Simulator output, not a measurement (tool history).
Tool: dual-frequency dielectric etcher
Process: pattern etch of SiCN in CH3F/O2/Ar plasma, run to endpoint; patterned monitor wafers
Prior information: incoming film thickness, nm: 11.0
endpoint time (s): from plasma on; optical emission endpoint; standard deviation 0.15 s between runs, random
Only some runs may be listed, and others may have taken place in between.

| run | hour | source power (W) | bias power (W) | endpoint time (s) |
|---|---|---|---|---|
| 1 | 0.0 | 300 | 93 | 28.000 |
| 2 | 3.9 | 300 | 101 | 27.181 |
| 3 | 12.7 | 300 | 107 | 26.484 |
| 4 | 20.3 | 240 | 107 | 28.269 |
| 5 | 24.6 | 270 | 109 | 27.270 |
| 6 | 31.0 | 290 | 110 | 26.717 |
| 7 | 35.5 | 290 | 110 | 26.770 |

What does the tool deliver on the next run?
| 8 | 38.7 | 310 | 112 | ? |

Run 8 produced endpoint time (s) 25.981.
